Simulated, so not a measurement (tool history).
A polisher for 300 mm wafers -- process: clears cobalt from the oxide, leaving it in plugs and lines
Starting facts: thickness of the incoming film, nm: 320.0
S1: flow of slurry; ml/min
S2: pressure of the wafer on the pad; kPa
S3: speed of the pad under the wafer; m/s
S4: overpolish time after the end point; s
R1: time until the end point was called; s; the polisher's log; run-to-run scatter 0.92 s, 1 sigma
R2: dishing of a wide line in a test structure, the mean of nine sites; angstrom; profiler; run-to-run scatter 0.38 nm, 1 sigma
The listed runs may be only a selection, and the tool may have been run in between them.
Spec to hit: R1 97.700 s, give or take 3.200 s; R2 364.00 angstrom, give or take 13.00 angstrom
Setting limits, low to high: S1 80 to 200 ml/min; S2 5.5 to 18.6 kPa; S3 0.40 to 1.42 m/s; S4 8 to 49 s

run,hour,S1,S2,S3,S4,R1,R2
1,0.0,130,11.7,0.90,25,90.744,441.78
2,1.1,110,11.7,0.90,25,94.143,435.73
3,5.5,110,10.3,0.90,25,103.300,417.29
4,12.0,110,10.3,0.90,31,104.640,444.76
5,14.7,90,10.3,0.90,31,109.870,435.65
6,23.7,90,10.3,0.74,31,134.080,407.76
7,31.7,100,10.3,0.74,28,130.080,391.58
# hour 39.8: slurry nozzle cleaned
8,39.8,110,10.3,0.74,26,114.770,402.18
9,41.4,110,10.3,0.74,24,116.710,390.85

Which one of the following 4 next-run settings gets every result inside its allowed miss? There is exactly one.
A,43.0,130,11.7,0.72,22,?,?
B,43.0,115,10.3,0.60,29,?,?
C,43.0,125,11.7,0.78,18,?,?
D,43.0,115,9.7,0.60,34,?,?

move,R1,R2
A,105.180,389.71
B,142.050,386.49
C,98.210,363.27
D,149.700,407.72
A: gains on the last run, yet a result remains outside its allowed miss
B: misses by more than the last run did
C: each result inside its tolerance
D: misses by more than the last run did
Answer: C
